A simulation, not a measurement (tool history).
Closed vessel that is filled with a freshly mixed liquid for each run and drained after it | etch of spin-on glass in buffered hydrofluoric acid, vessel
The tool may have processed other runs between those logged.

| run | hour | temperature setpoint of the liquid (K) | parts of 40 % ammonium fluoride to one part of 49 % hydrofluoric acid (parts by volume) | time in the liquid (s) | thickness taken off the spin-on glass on a monitor wafer (Å) |
|---|---|---|---|---|---|
| 1 | 0 | 294.15 | 14.5 | 100 | 998.04 |
| 2 | 1 | 295.65 | 13 | 100 | 1208.1 |
| 3 | 5.4 | 293.15 | 13 | 100 | 1061.3 |
| 4 | 10.8 | 294.65 | 12 | 100 | 1242.5 |
| 5 | 18.1 | 296.15 | 11.5 | 100 | 1405.7 |
| 6 | 22.7 | 297.15 | 11 | 100 | 1545.3 |
|  | 25 | hydrofluoric acid flow meter replaced |
| 7 | 25 | 298.15 | 10.5 | 100 | 1913.5 |

Run 8 comes next. What will it give?
| 8 | 31 | 298.65 | 10.5 | 100 | ? |

thickness taken off the spin-on glass on a monitor wafer (Å): 1975.4
